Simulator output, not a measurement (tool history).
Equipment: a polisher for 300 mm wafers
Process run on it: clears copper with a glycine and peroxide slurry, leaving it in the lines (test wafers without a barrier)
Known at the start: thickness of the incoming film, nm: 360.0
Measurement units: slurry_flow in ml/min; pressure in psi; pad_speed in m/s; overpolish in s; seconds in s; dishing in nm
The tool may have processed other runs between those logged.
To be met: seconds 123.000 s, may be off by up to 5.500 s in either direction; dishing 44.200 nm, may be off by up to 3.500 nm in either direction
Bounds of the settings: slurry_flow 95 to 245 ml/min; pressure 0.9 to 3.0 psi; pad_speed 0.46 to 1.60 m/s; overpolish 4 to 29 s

run 1 hour=0.0 | slurry_flow=155 pressure=1.9 pad_speed=1.02 overpolish=15 | seconds=76.547 dishing=46.847
run 2 hour=5.4 | slurry_flow=155 pressure=1.7 pad_speed=1.00 overpolish=16 | seconds=83.787 dishing=45.642
run 3 hour=6.2 | slurry_flow=155 pressure=1.7 pad_speed=0.84 overpolish=16 | seconds=94.126 dishing=40.520
run 4 hour=8.5 | slurry_flow=175 pressure=1.7 pad_speed=0.84 overpolish=16 | seconds=91.915 dishing=42.059
run 5 hour=11.2 | slurry_flow=175 pressure=2.0 pad_speed=0.84 overpolish=16 | seconds=83.891 dishing=44.435
run 6 hour=13.4 | slurry_flow=175 pressure=2.0 pad_speed=0.84 overpolish=10 | seconds=82.577 dishing=30.507
run 7 hour=17.9 | slurry_flow=160 pressure=1.4 pad_speed=0.76 overpolish=17 | seconds=117.880 dishing=36.904
run 8 hour=18.5 | slurry_flow=160 pressure=1.4 pad_speed=0.76 overpolish=18 | seconds=118.460 dishing=39.695

Of the 4 settings listed for the next run, only one would bring every result within its allowed miss of target. Which one?
run A hour=19.1 | slurry_flow=170 pressure=1.8 pad_speed=0.72 overpolish=16 | seconds=? dishing=?
run B hour=19.1 | slurry_flow=165 pressure=1.2 pad_speed=0.82 overpolish=17 | seconds=? dishing=?
run C hour=19.1 | slurry_flow=205 pressure=1.4 pad_speed=0.72 overpolish=17 | seconds=? dishing=?
run D hour=19.1 | slurry_flow=185 pressure=1.1 pad_speed=0.86 overpolish=23 | seconds=? dishing=?

move=A seconds=100.640 dishing=38.252
move=B seconds=121.870 dishing=33.460
move=C seconds=116.470 dishing=35.178
move=D seconds=122.980 dishing=42.276
A: lands further from the targets than the last run did
B: lands further from the targets than the last run did
C: lands further from the targets than the last run did
D: all results in spec
Answer: D
